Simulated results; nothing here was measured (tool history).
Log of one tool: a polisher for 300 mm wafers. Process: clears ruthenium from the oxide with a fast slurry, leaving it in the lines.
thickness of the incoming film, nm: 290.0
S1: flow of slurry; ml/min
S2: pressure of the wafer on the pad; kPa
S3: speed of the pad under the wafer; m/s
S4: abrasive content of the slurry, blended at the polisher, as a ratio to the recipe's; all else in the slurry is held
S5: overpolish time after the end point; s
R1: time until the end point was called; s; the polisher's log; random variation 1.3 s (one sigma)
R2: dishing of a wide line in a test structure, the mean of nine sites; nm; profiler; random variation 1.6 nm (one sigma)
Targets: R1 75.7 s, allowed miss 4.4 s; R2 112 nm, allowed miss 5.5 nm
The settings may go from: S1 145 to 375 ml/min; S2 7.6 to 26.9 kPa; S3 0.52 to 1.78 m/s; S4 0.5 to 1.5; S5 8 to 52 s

run 1 hour=0 | S1=240 S2=17.2 S3=1.14 S4=1 S5=26 | R1=74.973 R2=80.614
run 2 hour=5.8 | S1=210 S2=17.2 S3=1.14 S4=1 S5=26 | R1=78.805 R2=79.27
run 3 hour=7.9 | S1=210 S2=17.2 S3=1.42 S4=1 S5=26 | R1=61.644 R2=94.225
run 4 hour=15.3 | S1=265 S2=17.2 S3=1.42 S4=1 S5=26 | R1=63.211 R2=96.796
run 5 hour=22.2 | S1=265 S2=16.5 S3=1.42 S4=1 S5=27 | R1=63.618 R2=95.814
run 6 hour=23.5 | S1=265 S2=15.9 S3=1.42 S4=1 S5=29 | R1=68.733 R2=97.997
run 7 hour=31.6 | S1=265 S2=15.9 S3=1.42 S4=1 S5=30 | R1=65.959 R2=103.53
run 8 hour=38.6 | S1=265 S2=15.2 S3=1.42 S4=1 S5=31 | R1=69.264 R2=100.64
run 9 hour=39.7 | S1=265 S2=15.2 S3=1.42 S4=1 S5=31 | R1=68.273 R2=101.1
run 10 hour=45.5 | S1=265 S2=15.2 S3=1.42 S4=1 S5=32 | R1=68.376 R2=103.46
run 11 hour=48.8 | S1=265 S2=15.2 S3=1.42 S4=1 S5=33 | R1=67.189 R2=105.83
run 12 hour=53.9 | S1=260 S2=12.4 S3=1.42 S4=1 S5=39 | R1=83.269 R2=105.01

5 next moves are on the table. One of them brings every result within its allowed miss. Which?
run A hour=59 | S1=325 S2=11 S3=1.74 S4=1 S5=34 | R1=? R2=?
run B hour=59 | S1=170 S2=11.7 S3=1.4 S4=1.05 S5=39 | R1=? R2=?
run C hour=59 | S1=225 S2=11.7 S3=1.32 S4=0.85 S5=46 | R1=? R2=?
run D hour=59 | S1=255 S2=12.4 S3=1.5 S4=1 S5=35 | R1=? R2=?
run E hour=59 | S1=255 S2=11.7 S3=1.44 S4=1.3 S5=39 | R1=? R2=?

move=A R1=76.547 R2=99.309
move=B R1=93.067 R2=94.873
move=C R1=108.59 R2=95.688
move=D R1=80.809 R2=97.371
move=E R1=77.59 R2=109.18
A: brings the result that was furthest off to its target, and leaves another outside
B: further off than the last run
C: further off than the last run
D: further off than the last run
E: meets every target
Answer: E

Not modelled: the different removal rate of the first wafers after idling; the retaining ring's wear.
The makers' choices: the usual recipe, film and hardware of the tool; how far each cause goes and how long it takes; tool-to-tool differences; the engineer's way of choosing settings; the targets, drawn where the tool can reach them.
